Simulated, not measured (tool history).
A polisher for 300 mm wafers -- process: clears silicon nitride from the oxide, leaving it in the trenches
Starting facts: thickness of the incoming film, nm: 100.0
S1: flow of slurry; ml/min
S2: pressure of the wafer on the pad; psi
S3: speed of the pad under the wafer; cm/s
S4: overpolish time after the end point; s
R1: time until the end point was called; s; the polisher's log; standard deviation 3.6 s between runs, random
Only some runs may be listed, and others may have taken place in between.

run,hour,S1,S2,S3,S4,R1
1,0,235,2.9,82,15,140.94
2,1.5,235,2.6,80,15,164.09
3,10,235,2.4,80,15,178.05
4,14.9,280,2.4,80,15,171.4
5,21.2,280,2.2,80,15,189.56
6,24.5,280,2,80,15,210.45
7,32.3,280,1.9,80,15,216.41
8,39.6,280,1.9,80,15,219.74
9,42.4,280,1.8,80,15,229.32

The next listed run, before its measurement:
10,44.4,280,1.7,80,15,?

Run 10 yielded R1 238.57 s.
